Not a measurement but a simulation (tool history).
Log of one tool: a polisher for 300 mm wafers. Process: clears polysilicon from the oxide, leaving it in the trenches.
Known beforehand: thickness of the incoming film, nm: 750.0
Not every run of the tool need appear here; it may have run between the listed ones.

run	hour	flow of slurry (ml/min)	pressure of the wafer on the pad (psi)	speed of the pad under the wafer (m/s)	overpolish time after the end point (s)	time until the end point was called (s)	dishing of a wide line in a test structure (Å)
1	0	200	1.7	0.94	11	114.15	454.25
2	4.1	200	1.9	0.94	11	104.4	485.26
3	7.4	200	1.9	0.94	7	105.37	366.31
4	13.8	200	1.9	0.94	4	105.6	240.43
5	22.5	200	2	0.98	5	97.724	306.56
6	26.7	200	2	0.8	5	111.82	276.73
# hour 31.3: worn pad replaced by a new one
7	31.3	200	2.1	0.86	6	93.602	367.75
8	34.9	200	2.1	0.86	6	92.415	366.63
9	37.2	200	2.2	0.84	6	89.655	370.1
10	41.2	200	2.5	1.02	12	71.872	607.35

Estimate the outcome of run 11 from the log above:
11	46.6	205	2.7	1.02	13	?	?

{"run 11": {"time until the end point was called (s)": 64.153, "dishing of a wide line in a test structure (Å)": 633.7}}

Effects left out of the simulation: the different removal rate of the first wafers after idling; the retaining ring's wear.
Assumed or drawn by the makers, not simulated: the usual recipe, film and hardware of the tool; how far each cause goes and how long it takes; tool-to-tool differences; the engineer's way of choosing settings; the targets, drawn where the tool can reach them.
